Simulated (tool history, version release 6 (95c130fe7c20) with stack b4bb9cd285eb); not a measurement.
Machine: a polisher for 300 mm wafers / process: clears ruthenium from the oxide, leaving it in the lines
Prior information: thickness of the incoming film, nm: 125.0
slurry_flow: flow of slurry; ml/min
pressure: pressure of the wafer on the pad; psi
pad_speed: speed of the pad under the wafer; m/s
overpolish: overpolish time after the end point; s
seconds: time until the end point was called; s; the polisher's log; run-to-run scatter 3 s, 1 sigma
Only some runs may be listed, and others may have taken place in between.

run  hour  slurry_flow  pressure  pad_speed  overpolish  seconds
  1     0          135       1.9       0.82           6    145.3
  2     2          135       1.7       0.82           6   159.78
  3     3          135       1.5       0.82           6   181.15
  4   3.6          135       1.4       0.82           6   185.46
  5   9.5          155       1.4       0.82           6   186.47
  6  18.4          155       1.4       0.82           6   186.67

Expected results for the next run?
  7  23.5          155       1.3       0.82           6        ?

For run 7 the tool returned seconds 203.5 s.
